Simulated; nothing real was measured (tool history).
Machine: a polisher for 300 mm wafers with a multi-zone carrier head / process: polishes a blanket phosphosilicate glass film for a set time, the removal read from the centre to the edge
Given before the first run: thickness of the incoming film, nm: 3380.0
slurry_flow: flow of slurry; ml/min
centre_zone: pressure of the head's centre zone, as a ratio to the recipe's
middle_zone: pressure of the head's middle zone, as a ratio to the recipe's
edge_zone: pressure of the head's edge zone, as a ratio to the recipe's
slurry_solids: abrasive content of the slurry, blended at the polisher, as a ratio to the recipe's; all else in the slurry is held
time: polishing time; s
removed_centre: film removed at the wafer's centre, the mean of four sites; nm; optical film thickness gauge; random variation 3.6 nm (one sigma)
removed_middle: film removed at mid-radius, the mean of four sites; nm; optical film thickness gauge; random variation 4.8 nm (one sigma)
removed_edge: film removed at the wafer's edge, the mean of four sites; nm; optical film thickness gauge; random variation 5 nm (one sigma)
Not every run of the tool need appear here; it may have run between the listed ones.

run,day,slurry_flow,centre_zone,middle_zone,edge_zone,slurry_solids,time,removed_centre,removed_middle,removed_edge
1,0.000,175,1.00,1.00,1.00,1.00,44,501.30,485.46,512.68
2,0.229,175,1.00,1.02,0.97,0.95,44,488.69,479.03,504.53
3,0.517,175,1.00,1.02,0.90,0.95,44,487.11,484.11,473.19
4,0.742,175,1.00,1.02,0.90,1.10,44,530.67,512.89,520.30
5,1.104,175,1.00,1.02,0.90,1.30,44,574.52,566.39,555.56
6,1.254,175,1.00,1.02,0.86,1.30,44,576.40,563.90,539.05
7,1.521,180,1.00,1.03,0.85,1.20,44,551.55,541.66,516.43
8,1.788,185,1.00,1.04,0.84,1.10,44,540.52,531.21,502.66
9,2.042,180,1.00,1.05,0.83,1.00,44,510.87,514.14,473.23
10,2.350,175,1.00,1.05,0.83,0.95,44,488.35,488.39,458.87
11,2.438,170,1.00,1.06,0.83,0.90,44,478.68,476.67,436.24
12,2.738,170,1.00,1.06,0.83,0.90,44,476.13,470.79,439.90
13,2.921,160,0.99,1.08,0.83,0.90,44,462.75,481.16,426.52
14,3.246,155,0.99,1.07,0.83,0.90,44,453.18,475.19,431.41
# day 3.404: slurry nozzle cleaned
15,3.404,150,0.99,1.07,0.83,0.85,44,463.23,468.52,431.93

Run 16, settings as shown, results not yet in. Your forecast:
16,3.446,150,0.99,1.08,0.83,0.80,44,?,?,?

{"run 16": {"removed_centre": 432.66, "removed_middle": 447.83, "removed_edge": 413.54}}
